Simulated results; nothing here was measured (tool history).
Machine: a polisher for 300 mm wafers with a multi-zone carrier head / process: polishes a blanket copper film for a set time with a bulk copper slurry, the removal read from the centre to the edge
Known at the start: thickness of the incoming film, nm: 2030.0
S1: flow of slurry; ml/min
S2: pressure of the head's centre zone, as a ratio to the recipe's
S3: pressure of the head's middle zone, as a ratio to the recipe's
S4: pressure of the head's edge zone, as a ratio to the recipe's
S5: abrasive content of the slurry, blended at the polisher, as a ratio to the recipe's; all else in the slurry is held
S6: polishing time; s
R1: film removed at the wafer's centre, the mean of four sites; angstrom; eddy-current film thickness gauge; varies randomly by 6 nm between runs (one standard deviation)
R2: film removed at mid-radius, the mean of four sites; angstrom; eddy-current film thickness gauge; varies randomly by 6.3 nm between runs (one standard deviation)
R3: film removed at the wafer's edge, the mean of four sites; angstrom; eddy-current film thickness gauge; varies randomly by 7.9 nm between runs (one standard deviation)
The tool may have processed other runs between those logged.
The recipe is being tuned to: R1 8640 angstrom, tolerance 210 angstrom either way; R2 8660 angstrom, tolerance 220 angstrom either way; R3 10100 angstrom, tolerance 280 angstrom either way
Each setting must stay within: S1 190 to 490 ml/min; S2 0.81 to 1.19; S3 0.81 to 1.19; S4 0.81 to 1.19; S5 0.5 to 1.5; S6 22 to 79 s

{"run": 1, "hour": 0.0, "S1": 315, "S2": 1, "S3": 1, "S4": 1, "S5": 1, "S6": 50, "R1": 7395.1, "R2": 7232.2, "R3": 7372.1}
{"run": 2, "hour": 4.3, "S1": 315, "S2": 1, "S3": 0.94, "S4": 1, "S5": 1, "S6": 50, "R1": 7423.1, "R2": 6753.3, "R3": 7334.7}
{"run": 3, "hour": 9.1, "S1": 310, "S2": 0.98, "S3": 0.95, "S4": 1.05, "S5": 1.15, "S6": 52, "R1": 7986, "R2": 7406.6, "R3": 8283.3}
{"run": 4, "hour": 10.1, "S1": 320, "S2": 0.97, "S3": 0.97, "S4": 1.09, "S5": 1.25, "S6": 52, "R1": 8078.3, "R2": 7796, "R3": 8529}
{"run": 5, "hour": 12.3, "S1": 320, "S2": 0.97, "S3": 0.97, "S4": 1.09, "S5": 1.25, "S6": 46, "R1": 7132.8, "R2": 6953.5, "R3": 7539.6}
{"run": 6, "hour": 14.7, "S1": 320, "S2": 0.92, "S3": 0.97, "S4": 1.09, "S5": 1.25, "S6": 46, "R1": 6807.5, "R2": 6976.8, "R3": 7610.3}
{"run": 7, "hour": 16.6, "S1": 320, "S2": 0.92, "S3": 0.97, "S4": 1.09, "S5": 1.25, "S6": 46, "R1": 6795.8, "R2": 6884.2, "R3": 7452.2}
{"run": 8, "hour": 21.1, "S1": 320, "S2": 0.92, "S3": 0.97, "S4": 1.09, "S5": 1.25, "S6": 46, "R1": 6731.9, "R2": 7003.5, "R3": 7521.5}

Of the 4 settings listed for the next run, only one would bring every result within its allowed miss of target. Which one?
{"run": "A", "hour": 25.6, "S1": 325, "S2": 0.89, "S3": 0.85, "S4": 1.13, "S5": 1.3, "S6": 63, "R1": "?", "R2": "?", "R3": "?"}
{"run": "B", "hour": 25.6, "S1": 310, "S2": 0.89, "S3": 0.84, "S4": 1.06, "S5": 1.1, "S6": 39, "R1": "?", "R2": "?", "R3": "?"}
{"run": "C", "hour": 25.6, "S1": 285, "S2": 0.85, "S3": 0.88, "S4": 1.03, "S5": 0.9, "S6": 70, "R1": "?", "R2": "?", "R3": "?"}
{"run": "D", "hour": 25.6, "S1": 275, "S2": 0.86, "S3": 0.88, "S4": 1.18, "S5": 1.2, "S6": 64, "R1": "?", "R2": "?", "R3": "?"}

move=A R1=9230.5 R2=8631.8 R3=10623
move=B R1=5402.3 R2=5006.2 R3=6044.9
move=C R1=8681.5 R2=8680.1 R3=9968.9
move=D R1=8743.5 R2=8662.1 R3=10615
A: pushes the last run's worst result past its target
B: lands further from the targets than the last run did
C: meets every target
D: pushes the last run's worst result past its target
The move that meets every target is C.
